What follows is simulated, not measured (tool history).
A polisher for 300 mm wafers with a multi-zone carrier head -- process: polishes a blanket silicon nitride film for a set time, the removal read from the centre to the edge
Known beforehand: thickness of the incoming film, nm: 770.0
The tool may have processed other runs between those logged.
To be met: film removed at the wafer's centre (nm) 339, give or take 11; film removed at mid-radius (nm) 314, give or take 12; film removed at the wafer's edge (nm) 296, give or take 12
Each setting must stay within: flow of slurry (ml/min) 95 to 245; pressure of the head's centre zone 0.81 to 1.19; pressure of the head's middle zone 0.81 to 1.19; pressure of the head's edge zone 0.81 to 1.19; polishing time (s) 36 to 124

run	day	flow of slurry (ml/min)	pressure of the head's centre zone	pressure of the head's middle zone	pressure of the head's edge zone	polishing time (s)	film removed at the wafer's centre (nm)	film removed at mid-radius (nm)	film removed at the wafer's edge (nm)
1	0	155	1	1	1	79	237.34	244.7	240.05
2	0.362	185	1	1	1	79	248.85	248.13	242.33
3	0.521	185	1.06	1	1	79	262.51	252.74	240.98
4	0.871	190	1.08	1.01	1.03	82	281.8	264.14	259.73
5	0.996	190	1.08	1.01	1.08	82	279.25	267.34	264.65
6	1.196	190	1.08	1.01	1.04	82	280.19	263.74	260.15
7	1.35	200	1.11	1.04	1.06	83	285.95	273.29	263.03
8	1.538	205	1.13	1.05	1.06	86	306.64	287.12	269.39
9	1.692	210	1.14	1.06	1.08	87	322.58	294.41	274.83
10	1.758	215	1.14	1.06	1.1	88	320.34	305.57	280.36
11	2.012	215	1.15	1.05	1.11	89	330.51	299.72	287.19
12	2.367	220	1.15	1.05	1.12	89	327.3	297.17	301.58

Exactly one of the 5 candidate moves below puts every result within its allowed miss. Which one?
A	2.721	230	1.1	1	1.17	88	?	?	?
B	2.721	230	1.13	0.9	1.16	93	?	?	?
C	2.721	215	1.16	1.07	1.11	91	?	?	?
D	2.721	245	1.09	1	1.15	95	?	?	?
E	2.721	245	1.06	1.07	1.08	90	?	?	?

move	film removed at the wafer's centre (nm)	film removed at mid-radius (nm)	film removed at the wafer's edge (nm)
A	310.44	286.33	291.29
B	336.86	277.01	307.2
C	335.43	310.68	292.81
D	335	311.59	314.18
E	308.72	312.71	290.24
A: the biggest miss grows against the last run
B: the biggest miss grows against the last run
C: all results in spec
D: corrects the largest miss of the last run, while another result sits out of spec
E: corrects the largest miss of the last run, while another result sits out of spec
Answer: C
